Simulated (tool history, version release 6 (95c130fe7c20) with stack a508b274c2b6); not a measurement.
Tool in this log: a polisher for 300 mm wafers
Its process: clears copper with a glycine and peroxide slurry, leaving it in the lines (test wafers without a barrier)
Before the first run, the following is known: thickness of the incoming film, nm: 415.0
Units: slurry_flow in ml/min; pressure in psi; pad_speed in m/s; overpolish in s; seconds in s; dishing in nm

| run | day | slurry_flow | pressure | pad_speed | overpolish | seconds | dishing |
|---|---|---|---|---|---|---|---|
| 1 | 0 | 270 | 3 | 0.78 | 21 | 88.527 | 61.372 |
| 2 | 0.067 | 270 | 3 | 0.78 | 28 | 88.316 | 73.438 |
| 3 | 0.192 | 270 | 3 | 0.78 | 37 | 88.246 | 86.551 |
| 4 | 0.217 | 335 | 3 | 0.78 | 37 | 86.545 | 85.128 |
| 5 | 0.488 | 400 | 3 | 0.78 | 37 | 83.849 | 91.071 |
| 6 | 0.65 | 400 | 3.2 | 0.78 | 36 | 81.178 | 88.824 |

For run 7, what comes out?
|  | 0.904 | slurry nozzle cleaned |
| 7 | 0.904 | 400 | 3.2 | 0.78 | 36 | ? | ? |

Run 7 produced seconds 82.107 s, dishing 90.557 nm.

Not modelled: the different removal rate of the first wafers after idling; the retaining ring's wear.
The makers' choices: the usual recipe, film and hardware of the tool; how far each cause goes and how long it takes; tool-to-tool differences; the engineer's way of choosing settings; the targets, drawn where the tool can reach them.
